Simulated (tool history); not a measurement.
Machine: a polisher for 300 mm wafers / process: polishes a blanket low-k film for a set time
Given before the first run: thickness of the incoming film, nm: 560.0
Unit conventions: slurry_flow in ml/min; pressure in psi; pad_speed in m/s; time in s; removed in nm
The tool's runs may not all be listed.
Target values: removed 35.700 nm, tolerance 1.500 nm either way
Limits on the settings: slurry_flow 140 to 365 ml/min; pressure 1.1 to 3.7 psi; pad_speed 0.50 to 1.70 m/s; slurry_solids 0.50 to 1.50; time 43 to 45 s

run,hour,slurry_flow,pressure,pad_speed,slurry_solids,time,removed
1,0.0,235,2.4,1.10,1.00,43,25.891
2,8.2,235,2.9,1.10,1.00,43,30.341
3,13.6,235,3.0,1.10,1.00,43,32.316
4,14.5,235,3.1,1.10,1.00,43,32.799
5,16.2,235,2.8,1.10,1.00,43,30.276
6,18.4,235,2.9,1.10,1.00,43,30.548
7,23.2,235,3.0,1.10,1.00,43,32.230
8,29.1,235,3.1,1.10,1.00,43,33.008

Exactly one of the 5 candidate moves below puts every result within its allowed miss. Which one?
A,35.0,275,3.3,0.98,0.90,45,?
B,35.0,260,3.2,1.10,1.00,44,?
C,35.0,220,2.7,1.48,0.85,43,?
D,35.0,295,2.4,1.14,1.15,45,?
E,35.0,255,2.8,1.08,0.85,45,?

move,removed
A,32.421
B,35.453
C,32.639
D,30.567
E,28.396
A: misses by more than the last run did
B: each result inside its tolerance
C: misses by more than the last run did
D: misses by more than the last run did
E: misses by more than the last run did
The right move is B.
